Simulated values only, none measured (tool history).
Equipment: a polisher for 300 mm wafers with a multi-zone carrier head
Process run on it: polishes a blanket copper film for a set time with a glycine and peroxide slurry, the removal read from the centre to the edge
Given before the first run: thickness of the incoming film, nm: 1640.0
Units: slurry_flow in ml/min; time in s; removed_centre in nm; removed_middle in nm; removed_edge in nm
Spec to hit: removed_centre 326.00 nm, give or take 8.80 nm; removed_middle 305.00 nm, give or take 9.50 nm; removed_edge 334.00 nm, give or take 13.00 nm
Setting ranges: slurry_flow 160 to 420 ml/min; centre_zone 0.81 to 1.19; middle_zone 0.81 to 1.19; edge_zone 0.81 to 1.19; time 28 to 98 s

run  hour  slurry_flow  centre_zone  middle_zone  edge_zone  time  removed_centre  removed_middle  removed_edge
  1   0.0          270         1.00         1.00       1.00    63          338.57          347.93        340.52
  2   3.3          295         1.00         1.00       1.00    63          341.74          345.16        346.21
  3   5.6          295         1.00         1.00       1.00    70          379.35          385.47        383.60
  4  14.3          295         0.99         0.96       0.98    69          371.68          372.57        373.89
  5  15.2          345         0.99         0.96       0.98    69          374.33          376.78        383.41
  6  22.1          345         0.99         0.96       0.91    69          380.64          380.00        363.27
  7  25.7          335         0.98         0.92       0.92    68          369.27          355.93        363.69
  8  33.3          265         0.91         0.82       0.82    65          316.23          320.76        317.33

4 candidate next runs follow, results not yet known. Just one meets every target within its allowed miss. Identify it.
  A  40.9          345         0.95         0.81       0.92    62               ?               ?             ?
  B  40.9          235         0.88         0.86       0.81    68               ?               ?             ?
  C  40.9          290         0.91         0.81       1.04    63               ?               ?             ?
  D  40.9          255         0.97         0.87       0.81    60               ?               ?             ?

move  removed_centre  removed_middle  removed_edge
   A          321.38          306.80        329.10
   B          311.15          333.79        329.64
   C          306.84          306.43        349.93
   D          306.56          299.66        293.23
A: hits every target within its allowed miss
B: its largest miss is bigger than the last run's
C: meets the target for the result that was furthest off, but another lies outside its allowed miss
D: meets the target for the result that was furthest off, but another lies outside its allowed miss
A meets every target.
